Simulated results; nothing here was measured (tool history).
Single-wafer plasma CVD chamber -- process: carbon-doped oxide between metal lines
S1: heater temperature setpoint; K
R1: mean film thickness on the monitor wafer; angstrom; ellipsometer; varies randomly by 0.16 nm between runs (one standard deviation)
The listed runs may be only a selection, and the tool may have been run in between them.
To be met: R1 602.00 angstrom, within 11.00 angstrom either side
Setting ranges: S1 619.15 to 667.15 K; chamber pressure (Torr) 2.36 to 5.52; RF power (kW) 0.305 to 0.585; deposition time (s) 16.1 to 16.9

run 1 day=0.000 | S1=643.15 chamber_pressure_(Torr)=3.94 RF_power_(kW)=0.445 deposition_time_(s)=16.9 | R1=728.92
run 2 day=0.033 | S1=643.15 chamber_pressure_(Torr)=3.94 RF_power_(kW)=0.445 deposition_time_(s)=16.1 | R1=696.60
run 3 day=0.333 | S1=648.15 chamber_pressure_(Torr)=3.94 RF_power_(kW)=0.445 deposition_time_(s)=16.1 | R1=691.32
run 4 day=0.646 | S1=648.15 chamber_pressure_(Torr)=3.94 RF_power_(kW)=0.445 deposition_time_(s)=16.1 | R1=689.06
run 5 day=0.833 | S1=651.15 chamber_pressure_(Torr)=3.67 RF_power_(kW)=0.425 deposition_time_(s)=16.1 | R1=657.19
run 6 day=1.008 | S1=661.15 chamber_pressure_(Torr)=3.67 RF_power_(kW)=0.425 deposition_time_(s)=16.1 | R1=647.71
run 7 day=1.242 | S1=661.15 chamber_pressure_(Torr)=3.50 RF_power_(kW)=0.415 deposition_time_(s)=16.1 | R1=636.14
run 8 day=1.596 | S1=661.15 chamber_pressure_(Torr)=3.41 RF_power_(kW)=0.405 deposition_time_(s)=16.1 | R1=621.49

Which single option among these 4 for the next run brings every result within its allowed miss of target? Just one does.
run A day=1.950 | S1=652.15 chamber_pressure_(Torr)=3.05 RF_power_(kW)=0.400 deposition_time_(s)=16.2 | R1=?
run B day=1.950 | S1=660.15 chamber_pressure_(Torr)=3.18 RF_power_(kW)=0.415 deposition_time_(s)=16.5 | R1=?
run C day=1.950 | S1=666.15 chamber_pressure_(Torr)=4.01 RF_power_(kW)=0.390 deposition_time_(s)=16.9 | R1=?
run D day=1.950 | S1=661.15 chamber_pressure_(Torr)=3.49 RF_power_(kW)=0.390 deposition_time_(s)=16.1 | R1=?

move=A R1=622.24
move=B R1=644.95
move=C R1=637.21
move=D R1=604.19
A: no better and no worse than the last run
B: lands further from the targets than the last run did
C: lands further from the targets than the last run did
D: all results in spec
So the answer is move D, the one that meets all the targets.
